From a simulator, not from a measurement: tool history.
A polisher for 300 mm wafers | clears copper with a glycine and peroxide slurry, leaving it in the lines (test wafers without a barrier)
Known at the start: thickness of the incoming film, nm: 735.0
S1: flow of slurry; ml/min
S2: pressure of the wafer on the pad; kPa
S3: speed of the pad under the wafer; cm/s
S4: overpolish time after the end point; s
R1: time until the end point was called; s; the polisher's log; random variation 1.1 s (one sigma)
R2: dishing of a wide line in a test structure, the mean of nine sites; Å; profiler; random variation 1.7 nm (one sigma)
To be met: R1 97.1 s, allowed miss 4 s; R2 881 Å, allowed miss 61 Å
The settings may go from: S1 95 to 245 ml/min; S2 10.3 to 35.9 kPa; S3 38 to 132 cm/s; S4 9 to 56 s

run 1 day=0 | S1=155 S2=22.8 S3=84 S4=29 | R1=138.95 R2=760.99
run 2 day=0.25 | S1=160 S2=24.1 S3=84 S4=28 | R1=133.18 R2=764.3
run 3 day=0.292 | S1=160 S2=25.5 S3=84 S4=27 | R1=127.9 R2=771.41
run 4 day=0.55 | S1=185 S2=25.5 S3=84 S4=27 | R1=125.81 R2=798.85
run 5 day=0.642 | S1=185 S2=25.5 S3=84 S4=22 | R1=125.49 R2=709.86
run 6 day=0.804 | S1=185 S2=25.5 S3=84 S4=30 | R1=124.2 R2=856.97
run 7 day=0.971 | S1=185 S2=26.9 S3=84 S4=29 | R1=117.46 R2=862.45
run 8 day=1.2 | S1=185 S2=27.6 S3=84 S4=28 | R1=117.86 R2=843.91
run 9 day=1.496 | S1=185 S2=29 S3=84 S4=27 | R1=110.39 R2=859.01

Which of these 5 next moves meets every target?
run A day=1.792 | S1=120 S2=35.2 S3=88 S4=24 | R1=? R2=?
run B day=1.792 | S1=170 S2=31 S3=84 S4=29 | R1=? R2=?
run C day=1.792 | S1=185 S2=28.3 S3=94 S4=22 | R1=? R2=?
run D day=1.792 | S1=185 S2=29.6 S3=84 S4=27 | R1=? R2=?
run E day=1.792 | S1=205 S2=27.6 S3=122 S4=27 | R1=? R2=?

move=A R1=96.752 R2=849.72
move=B R1=104.58 R2=915.64
move=C R1=103.21 R2=749.41
move=D R1=107.39 R2=851.7
move=E R1=85.518 R2=980.49
A: meets every target
B: nearer than the last run, and not there yet
C: nearer than the last run, and not there yet
D: nearer than the last run, and not there yet
E: takes the result that was furthest off past its target
The right move is A.
